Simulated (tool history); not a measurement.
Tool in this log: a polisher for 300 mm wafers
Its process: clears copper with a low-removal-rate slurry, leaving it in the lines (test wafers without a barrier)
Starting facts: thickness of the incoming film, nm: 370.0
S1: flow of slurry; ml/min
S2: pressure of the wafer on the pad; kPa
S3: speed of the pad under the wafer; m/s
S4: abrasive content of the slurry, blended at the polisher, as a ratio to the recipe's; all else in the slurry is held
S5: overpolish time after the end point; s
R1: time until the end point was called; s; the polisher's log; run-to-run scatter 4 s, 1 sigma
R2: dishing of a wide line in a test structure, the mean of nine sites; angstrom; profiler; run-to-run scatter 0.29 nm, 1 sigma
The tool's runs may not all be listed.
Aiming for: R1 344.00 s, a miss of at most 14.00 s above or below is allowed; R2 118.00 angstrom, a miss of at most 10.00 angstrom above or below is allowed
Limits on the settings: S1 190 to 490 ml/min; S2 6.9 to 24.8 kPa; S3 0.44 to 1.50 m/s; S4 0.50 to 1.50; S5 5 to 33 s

run	hour	S1	S2	S3	S4	S5	R1	R2
1	0.0	315	15.9	0.96	1.00	17	196.40	169.87
2	6.0	315	15.9	1.20	1.00	17	159.49	178.71
3	10.4	315	15.2	1.18	1.00	17	164.96	178.98
4	16.3	315	14.5	1.14	1.00	17	178.11	175.10
5	22.0	315	12.4	1.14	1.00	17	204.78	153.18
6	23.5	315	9.7	1.14	1.00	17	254.77	135.73
7	30.7	315	9.7	1.12	1.00	17	259.45	128.76
8	31.7	315	8.3	1.06	1.00	19	308.96	119.48

Which one of the following 5 next-run settings gets every result inside its allowed miss? There is exactly one.
A	32.7	350	9.0	0.96	0.75	19	?	?
B	32.7	300	9.0	1.00	1.00	18	?	?
C	32.7	250	9.0	0.98	1.20	18	?	?
D	32.7	410	7.6	1.08	0.80	15	?	?
E	32.7	295	8.3	1.08	1.05	17	?	?

move	R1	R2
A	345.32	119.69
B	318.12	122.05
C	317.70	122.16
D	346.37	100.10
E	313.17	118.32
A: all results land within tolerance of their targets
B: gains on the last run, yet a result remains outside its allowed miss
C: gains on the last run, yet a result remains outside its allowed miss
D: brings the result that was furthest off to its target, and leaves another outside
E: gains on the last run, yet a result remains outside its allowed miss
So the answer is move A, the one that meets all the targets.

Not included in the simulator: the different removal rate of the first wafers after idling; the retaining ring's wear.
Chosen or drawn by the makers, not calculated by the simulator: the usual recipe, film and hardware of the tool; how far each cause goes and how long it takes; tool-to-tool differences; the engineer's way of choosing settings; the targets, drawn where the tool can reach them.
